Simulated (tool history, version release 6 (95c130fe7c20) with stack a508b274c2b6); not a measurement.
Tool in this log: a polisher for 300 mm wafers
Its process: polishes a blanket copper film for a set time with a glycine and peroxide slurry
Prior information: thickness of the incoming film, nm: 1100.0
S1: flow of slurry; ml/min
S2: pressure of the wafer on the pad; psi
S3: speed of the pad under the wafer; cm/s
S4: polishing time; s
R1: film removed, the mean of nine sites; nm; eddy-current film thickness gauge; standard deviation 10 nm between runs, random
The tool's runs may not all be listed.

{"run": 1, "hour": 0.0, "S1": 140, "S2": 3.1, "S3": 96, "S4": 83, "R1": 548.49}
{"run": 2, "hour": 2.4, "S1": 145, "S2": 3.5, "S3": 98, "S4": 83, "R1": 619.52}
{"run": 3, "hour": 8.9, "S1": 145, "S2": 3.5, "S3": 98, "S4": 87, "R1": 642.12}
{"run": 4, "hour": 13.4, "S1": 145, "S2": 3.5, "S3": 86, "S4": 87, "R1": 599.65}
{"run": 5, "hour": 16.1, "S1": 160, "S2": 3.5, "S3": 86, "S4": 87, "R1": 610.45}
{"run": 6, "hour": 19.2, "S1": 160, "S2": 3.5, "S3": 86, "S4": 83, "R1": 572.41}

Run 7 is up next; what results do you expect?
{"run": 7, "hour": 20.5, "S1": 170, "S2": 4.4, "S3": 90, "S4": 83, "R1": "?"}

R1: 738.97 nm
